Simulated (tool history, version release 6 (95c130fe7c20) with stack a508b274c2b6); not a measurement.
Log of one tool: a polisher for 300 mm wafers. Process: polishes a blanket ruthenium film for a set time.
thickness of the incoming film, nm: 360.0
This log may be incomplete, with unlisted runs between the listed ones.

run,hour,flow of slurry (ml/min),pressure of the wafer on the pad (psi),speed of the pad under the wafer (cm/s),polishing time (s),film removed (Å)
1,0.0,160,1.7,92,40,324.47
2,1.9,160,1.7,74,40,265.00
3,10.3,165,1.9,74,40,289.82
4,14.2,165,2.3,74,40,352.80
5,19.0,165,2.4,74,40,369.05
6,23.5,165,2.5,74,40,382.13
7,26.0,165,2.6,74,40,401.23

Predict the results of run 8:
8,33.7,165,2.6,74,40,?

film removed (Å): 398.38
